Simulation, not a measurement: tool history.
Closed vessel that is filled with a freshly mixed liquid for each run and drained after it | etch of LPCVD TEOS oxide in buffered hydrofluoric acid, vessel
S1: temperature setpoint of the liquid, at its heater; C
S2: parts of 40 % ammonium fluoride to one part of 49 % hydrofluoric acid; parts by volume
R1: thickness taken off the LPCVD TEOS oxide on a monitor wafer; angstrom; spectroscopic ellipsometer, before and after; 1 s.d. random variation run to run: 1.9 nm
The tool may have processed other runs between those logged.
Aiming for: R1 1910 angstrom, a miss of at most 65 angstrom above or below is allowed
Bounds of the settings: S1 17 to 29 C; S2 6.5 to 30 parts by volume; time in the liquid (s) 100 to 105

run 1 hour=0 | S1=21 S2=18.5 time_in_the_liquid_(s)=100 | R1=1232.2
run 2 hour=5.1 | S1=23 S2=18.5 time_in_the_liquid_(s)=100 | R1=1403.4
run 3 hour=7.1 | S1=26.5 S2=18.5 time_in_the_liquid_(s)=100 | R1=1685.1
run 4 hour=13.3 | S1=26.5 S2=22 time_in_the_liquid_(s)=100 | R1=1456.2
run 5 hour=14.6 | S1=26.5 S2=24 time_in_the_liquid_(s)=100 | R1=1366.4
run 6 hour=21.1 | S1=26.5 S2=29 time_in_the_liquid_(s)=100 | R1=1175.7
run 7 hour=21.8 | S1=27 S2=26.5 time_in_the_liquid_(s)=100 | R1=1312.8
run 8 hour=23.5 | S1=27.5 S2=24.5 time_in_the_liquid_(s)=100 | R1=1434.6
run 9 hour=31.9 | S1=28 S2=23 time_in_the_liquid_(s)=100 | R1=1521
run 10 hour=36.5 | S1=29 S2=17.5 time_in_the_liquid_(s)=100 | R1=2036.6

Pick the move, out of 4, that brings all results within their allowed miss; only one does.
run A hour=41.1 | S1=29 S2=17.5 time_in_the_liquid_(s)=105 | R1=?
run B hour=41.1 | S1=29 S2=16.5 time_in_the_liquid_(s)=100 | R1=?
run C hour=41.1 | S1=27.5 S2=18.5 time_in_the_liquid_(s)=100 | R1=?
run D hour=41.1 | S1=28.5 S2=18 time_in_the_liquid_(s)=100 | R1=?

move=A R1=2112.1
move=B R1=2131.2
move=C R1=1758.3
move=D R1=1905.4
A: moves away from the targets compared with the last run
B: moves away from the targets compared with the last run
C: takes the result that was furthest off past its target
D: all results land within tolerance of their targets
Answer: D
